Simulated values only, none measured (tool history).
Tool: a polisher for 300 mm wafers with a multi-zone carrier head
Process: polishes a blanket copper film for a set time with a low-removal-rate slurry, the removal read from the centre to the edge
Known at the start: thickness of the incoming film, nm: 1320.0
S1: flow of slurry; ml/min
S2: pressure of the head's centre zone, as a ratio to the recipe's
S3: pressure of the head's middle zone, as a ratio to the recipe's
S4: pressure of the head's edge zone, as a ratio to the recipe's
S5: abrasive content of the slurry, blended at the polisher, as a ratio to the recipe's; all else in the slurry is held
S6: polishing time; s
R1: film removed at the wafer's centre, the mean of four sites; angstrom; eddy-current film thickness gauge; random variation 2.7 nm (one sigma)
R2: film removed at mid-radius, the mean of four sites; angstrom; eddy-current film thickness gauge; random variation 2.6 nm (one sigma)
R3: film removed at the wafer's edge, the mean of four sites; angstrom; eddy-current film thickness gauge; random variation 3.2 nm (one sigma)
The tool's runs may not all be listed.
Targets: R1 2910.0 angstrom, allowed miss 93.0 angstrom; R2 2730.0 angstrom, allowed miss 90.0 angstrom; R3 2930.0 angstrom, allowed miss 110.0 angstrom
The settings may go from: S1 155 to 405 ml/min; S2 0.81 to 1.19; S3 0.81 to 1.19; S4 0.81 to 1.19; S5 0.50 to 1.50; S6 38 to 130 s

run    day   S1    S2    S3    S4    S5   S6      R1      R2      R3
  1  0.000  260  1.00  1.00  1.00  1.00   84  1878.8  1945.5  1949.0
  2  0.217  260  1.08  1.00  1.00  1.00   84  1991.7  1940.0  1949.3
  3  0.350  260  1.08  1.00  1.00  1.10   84  2069.1  1997.9  1960.0
  4  0.571  260  1.08  1.00  1.03  1.10   84  2047.8  1993.8  2030.3
  5  0.654  260  1.08  1.00  1.03  0.95   84  1949.5  1893.2  1933.2
  6  0.962  260  1.08  1.00  1.03  1.15   84  2074.6  2036.7  2013.2
  7  1.250  265  1.09  0.97  1.07  1.25   91  2317.3  2191.9  2279.6
  8  1.479  270  1.10  0.97  1.10  1.35   95  2502.9  2336.2  2419.6
  9  1.579  265  1.07  0.94  1.17  1.50  111  2913.8  2724.2  3058.6

5 next moves are on the table. One of them brings every result within its allowed miss. Which?
  A  1.679  285  1.00  1.07  1.15  1.40  109   ?   ?   ?
  B  1.679  265  0.99  1.08  1.11  1.50  110   ?   ?   ?
  C  1.679  235  1.08  1.09  1.10  1.45  112   ?   ?   ?
  D  1.679  230  1.07  0.95  1.17  1.50  116   ?   ?   ?
  E  1.679  295  1.10  0.97  1.13  1.50  107   ?   ?   ?

move      R1      R2      R3
   A  2657.6  2911.2  2975.4
   B  2683.2  2985.3  2980.3
   C  2843.1  2988.1  2960.4
   D  2936.2  2802.2  3189.7
   E  2861.5  2706.8  2956.4
A: brings the result that was furthest off to its target, and leaves another outside
B: brings the result that was furthest off to its target, and leaves another outside
C: brings the result that was furthest off to its target, and leaves another outside
D: further off than the last run
E: meets every target
The right move is E.

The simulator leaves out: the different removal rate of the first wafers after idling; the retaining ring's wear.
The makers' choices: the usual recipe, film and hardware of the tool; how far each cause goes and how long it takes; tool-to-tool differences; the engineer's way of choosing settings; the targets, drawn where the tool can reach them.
